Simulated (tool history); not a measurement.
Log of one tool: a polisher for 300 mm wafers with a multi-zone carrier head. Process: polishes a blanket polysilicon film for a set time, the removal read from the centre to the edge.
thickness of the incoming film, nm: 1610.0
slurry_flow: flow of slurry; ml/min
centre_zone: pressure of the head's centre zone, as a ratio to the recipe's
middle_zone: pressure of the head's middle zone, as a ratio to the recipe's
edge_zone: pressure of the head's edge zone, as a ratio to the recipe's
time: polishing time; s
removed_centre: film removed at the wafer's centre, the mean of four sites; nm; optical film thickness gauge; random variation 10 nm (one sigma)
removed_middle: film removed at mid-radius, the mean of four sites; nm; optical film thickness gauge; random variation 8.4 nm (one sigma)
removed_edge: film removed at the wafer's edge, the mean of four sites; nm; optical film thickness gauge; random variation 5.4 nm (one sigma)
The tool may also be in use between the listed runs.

Run 1, day 0.000: slurry_flow 310 ml/min, centre_zone 1.00, middle_zone 1.00, edge_zone 1.00, time 58 s. Result: removed_centre 572.16 nm, removed_middle 583.61 nm, removed_edge 556.48 nm.
Run 2, day 0.200: slurry_flow 310 ml/min, centre_zone 1.00, middle_zone 0.93, edge_zone 1.00, time 58 s. Result: removed_centre 568.53 nm, removed_middle 540.20 nm, removed_edge 560.60 nm.
Run 3, day 0.500: slurry_flow 255 ml/min, centre_zone 1.00, middle_zone 0.93, edge_zone 1.00, time 58 s. Result: removed_centre 533.07 nm, removed_middle 524.61 nm, removed_edge 548.80 nm.
Run 4, day 0.608: slurry_flow 255 ml/min, centre_zone 1.00, middle_zone 0.89, edge_zone 1.00, time 58 s. Result: removed_centre 555.52 nm, removed_middle 508.42 nm, removed_edge 553.24 nm.
Run 5, day 0.692: slurry_flow 285 ml/min, centre_zone 1.00, middle_zone 0.89, edge_zone 1.00, time 58 s. Result: removed_centre 547.97 nm, removed_middle 512.14 nm, removed_edge 560.82 nm.
Run 6, day 0.721: slurry_flow 285 ml/min, centre_zone 0.96, middle_zone 0.89, edge_zone 1.00, time 58 s. Result: removed_centre 533.70 nm, removed_middle 517.06 nm, removed_edge 559.02 nm.
Run 7, day 0.938: slurry_flow 300 ml/min, centre_zone 0.96, middle_zone 0.91, edge_zone 1.03, time 61 s. Result: removed_centre 566.23 nm, removed_middle 545.12 nm, removed_edge 598.20 nm.

Run 8 comes next. What will it give?
Run 8, day 1.200: slurry_flow 310 ml/min, centre_zone 0.95, middle_zone 0.94, edge_zone 1.05, time 64 s. Result: removed_centre ?, removed_middle ?, removed_edge ?.

Run 8 gave removed_centre 570.73 nm, removed_middle 592.21 nm, removed_edge 623.65 nm.
